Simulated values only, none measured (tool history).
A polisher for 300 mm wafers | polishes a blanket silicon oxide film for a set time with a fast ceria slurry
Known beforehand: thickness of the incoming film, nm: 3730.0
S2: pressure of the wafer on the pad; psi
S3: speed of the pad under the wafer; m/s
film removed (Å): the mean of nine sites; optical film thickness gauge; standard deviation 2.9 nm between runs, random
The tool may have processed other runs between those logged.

run 1 hour=0.0 | flow_of_slurry_(ml/min)=125 S2=3.3 S3=1.18 polishing_time_(s)=29 | film_removed_(Å)=6533.0
run 2 hour=8.0 | flow_of_slurry_(ml/min)=120 S2=3.1 S3=1.18 polishing_time_(s)=29 | film_removed_(Å)=6030.0
run 3 hour=15.3 | flow_of_slurry_(ml/min)=150 S2=3.1 S3=1.18 polishing_time_(s)=29 | film_removed_(Å)=6415.7
run 4 hour=20.7 | flow_of_slurry_(ml/min)=150 S2=3.5 S3=1.18 polishing_time_(s)=29 | film_removed_(Å)=7197.8
run 5 hour=27.3 | flow_of_slurry_(ml/min)=140 S2=3.2 S3=1.18 polishing_time_(s)=29 | film_removed_(Å)=6533.3
run 6 hour=28.5 | flow_of_slurry_(ml/min)=140 S2=3.2 S3=1.18 polishing_time_(s)=25 | film_removed_(Å)=5568.4
run 7 hour=35.7 | flow_of_slurry_(ml/min)=130 S2=3.1 S3=1.18 polishing_time_(s)=25 | film_removed_(Å)=5309.7

Estimate the outcome of run 8 from the log above:
-- hour=41.0 head pressure recalibrated
run 8 hour=41.0 | flow_of_slurry_(ml/min)=120 S2=3.0 S3=1.18 polishing_time_(s)=25 | film_removed_(Å)=?

film removed (Å): 5571.6

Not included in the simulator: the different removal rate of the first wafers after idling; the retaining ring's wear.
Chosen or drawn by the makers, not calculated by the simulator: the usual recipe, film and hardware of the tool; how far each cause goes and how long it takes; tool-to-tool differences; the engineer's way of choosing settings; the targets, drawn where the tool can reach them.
